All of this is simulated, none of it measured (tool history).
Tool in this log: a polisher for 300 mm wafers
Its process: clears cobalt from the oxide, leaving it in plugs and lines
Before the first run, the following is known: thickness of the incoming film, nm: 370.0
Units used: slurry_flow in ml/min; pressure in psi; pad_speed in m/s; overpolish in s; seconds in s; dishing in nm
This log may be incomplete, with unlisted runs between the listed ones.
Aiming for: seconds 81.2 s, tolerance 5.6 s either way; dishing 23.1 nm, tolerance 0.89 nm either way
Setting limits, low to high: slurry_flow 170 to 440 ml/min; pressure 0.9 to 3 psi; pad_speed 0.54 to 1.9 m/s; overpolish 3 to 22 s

run 1 hour=0 | slurry_flow=280 pressure=1.9 pad_speed=1.22 overpolish=11 | seconds=76.168 dishing=39.548
run 2 hour=4 | slurry_flow=215 pressure=1.9 pad_speed=1.22 overpolish=11 | seconds=78.749 dishing=38.587
run 3 hour=7.5 | slurry_flow=220 pressure=1.9 pad_speed=1.22 overpolish=9 | seconds=75.706 dishing=33.302
run 4 hour=11.9 | slurry_flow=220 pressure=1.8 pad_speed=1.22 overpolish=8 | seconds=78.79 dishing=29.385
run 5 hour=13.8 | slurry_flow=220 pressure=2.2 pad_speed=1.22 overpolish=8 | seconds=66.238 dishing=33.451
run 6 hour=17.5 | slurry_flow=220 pressure=2.2 pad_speed=0.94 overpolish=8 | seconds=86.574 dishing=27.423
run 7 hour=18.7 | slurry_flow=220 pressure=2.2 pad_speed=0.94 overpolish=8 | seconds=84.02 dishing=27.787
run 8 hour=24.9 | slurry_flow=220 pressure=2.2 pad_speed=0.94 overpolish=7 | seconds=86.184 dishing=24.824
run 9 hour=26.4 | slurry_flow=220 pressure=2.2 pad_speed=0.94 overpolish=7 | seconds=84.032 dishing=25.236
run 10 hour=34.6 | slurry_flow=220 pressure=2.2 pad_speed=0.94 overpolish=6 | seconds=88.541 dishing=22.012

Exactly one of the 5 candidate moves below puts every result within its allowed miss. Which one?
run A hour=42.8 | slurry_flow=170 pressure=2.2 pad_speed=1.04 overpolish=6 | seconds=? dishing=?
run B hour=42.8 | slurry_flow=185 pressure=2.3 pad_speed=0.76 overpolish=7 | seconds=? dishing=?
run C hour=42.8 | slurry_flow=220 pressure=1.9 pad_speed=0.86 overpolish=8 | seconds=? dishing=?
run D hour=42.8 | slurry_flow=230 pressure=1.9 pad_speed=0.86 overpolish=8 | seconds=? dishing=?
run E hour=42.8 | slurry_flow=225 pressure=2.6 pad_speed=0.78 overpolish=6 | seconds=? dishing=?

move=A seconds=80.309 dishing=22.454
move=B seconds=103.32 dishing=20.679
move=C seconds=105.47 dishing=22.759
move=D seconds=104.96 dishing=22.852
move=E seconds=88.657 dishing=20.653
A: every result lands within tolerance
B: the biggest miss grows against the last run
C: the biggest miss grows against the last run
D: the biggest miss grows against the last run
E: the biggest miss grows against the last run
Move A is the one to make.
